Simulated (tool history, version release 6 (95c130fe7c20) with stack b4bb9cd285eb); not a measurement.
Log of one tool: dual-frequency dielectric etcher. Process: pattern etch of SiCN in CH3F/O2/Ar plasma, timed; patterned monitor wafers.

run  hour  source power (W)  bias power (W)  etch time (s)  mean etch depth across the wafer (nm)
  1     0               380              91            119                                 45.969
  2   3.6               350              91            119                                 44.448
  3   7.7               390              94            119                                 47.163
  4   9.7               390             102            119                                 48.739
  5    12               360             102            119                                 47.192
  6  13.5               360             102            125                                 49.163
  7  18.5               380             103            125                                 50.576
  8  23.9               400             104            125                                 52.087

Run 9 comes next. What will it give?
  9  25.2               410             104            125                                      ?

Run 9 gave mean etch depth across the wafer (nm) 52.481.
